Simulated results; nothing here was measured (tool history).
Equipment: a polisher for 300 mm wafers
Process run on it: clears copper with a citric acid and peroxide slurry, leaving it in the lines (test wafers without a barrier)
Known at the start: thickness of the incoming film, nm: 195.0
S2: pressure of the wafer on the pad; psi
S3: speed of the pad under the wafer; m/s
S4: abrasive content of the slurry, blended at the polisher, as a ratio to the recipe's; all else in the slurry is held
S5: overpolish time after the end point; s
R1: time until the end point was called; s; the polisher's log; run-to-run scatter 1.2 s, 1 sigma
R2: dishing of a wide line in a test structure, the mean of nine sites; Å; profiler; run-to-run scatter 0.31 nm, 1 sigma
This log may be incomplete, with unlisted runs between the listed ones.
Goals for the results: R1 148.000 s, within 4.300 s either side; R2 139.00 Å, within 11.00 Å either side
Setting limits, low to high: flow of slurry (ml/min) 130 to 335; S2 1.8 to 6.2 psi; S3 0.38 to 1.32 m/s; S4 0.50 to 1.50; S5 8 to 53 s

{"run": 1, "day": 0.0, "flow of slurry (ml/min)": 215, "S2": 4.0, "S3": 0.84, "S4": 1.0, "S5": 27, "R1": 89.423, "R2": 315.23}
{"run": 2, "day": 0.254, "flow of slurry (ml/min)": 215, "S2": 3.3, "S3": 0.84, "S4": 1.0, "S5": 21, "R1": 104.23, "R2": 238.59}
{"run": 3, "day": 0.517, "flow of slurry (ml/min)": 215, "S2": 3.3, "S3": 0.66, "S4": 1.0, "S5": 21, "R1": 130.15, "R2": 196.2}
{"run": 4, "day": 0.712, "flow of slurry (ml/min)": 215, "S2": 3.1, "S3": 0.66, "S4": 1.0, "S5": 18, "R1": 136.8, "R2": 167.22}
{"run": 5, "day": 0.908, "flow of slurry (ml/min)": 215, "S2": 2.3, "S3": 0.66, "S4": 1.0, "S5": 18, "R1": 172.37, "R2": 142.56}
{"run": 6, "day": 0.979, "flow of slurry (ml/min)": 215, "S2": 2.3, "S3": 0.66, "S4": 0.9, "S5": 18, "R1": 175.4, "R2": 142.03}
{"run": 7, "day": 1.346, "flow of slurry (ml/min)": 225, "S2": 2.5, "S3": 0.66, "S4": 0.9, "S5": 16, "R1": 161.13, "R2": 131.95}
{"run": 8, "day": 1.588, "flow of slurry (ml/min)": 235, "S2": 2.6, "S3": 0.66, "S4": 0.9, "S5": 17, "R1": 156.32, "R2": 152.06}
{"run": 9, "day": 1.862, "flow of slurry (ml/min)": 240, "S2": 2.6, "S3": 0.66, "S4": 0.9, "S5": 15, "R1": 158.59, "R2": 131.21}
{"run": 10, "day": 1.962, "flow of slurry (ml/min)": 240, "S2": 2.6, "S3": 0.66, "S4": 0.9, "S5": 15, "R1": 158.43, "R2": 134.39}

Exercise: of the 4 proposed moves below, exactly one satisfies all targets within the stated allowed misses. Which move is it?
{"run": "A", "day": 2.062, "flow of slurry (ml/min)": 250, "S2": 3.0, "S3": 0.68, "S4": 0.9, "S5": 14, "R1": "?", "R2": "?"}
{"run": "B", "day": 2.062, "flow of slurry (ml/min)": 200, "S2": 2.2, "S3": 0.82, "S4": 0.95, "S5": 15, "R1": "?", "R2": "?"}
{"run": "C", "day": 2.062, "flow of slurry (ml/min)": 225, "S2": 2.9, "S3": 0.7, "S4": 0.9, "S5": 11, "R1": "?", "R2": "?"}
{"run": "D", "day": 2.062, "flow of slurry (ml/min)": 220, "S2": 2.8, "S3": 0.56, "S4": 0.85, "S5": 17, "R1": "?", "R2": "?"}

move=A R1=136.550 R2=144.45
move=B R1=149.770 R2=141.12
move=C R1=138.170 R2=116.03
move=D R1=174.180 R2=138.57
A: takes the result that was furthest off past its target
B: all results land within tolerance of their targets
C: takes the result that was furthest off past its target
D: the biggest miss grows against the last run
Move B is the one to make.
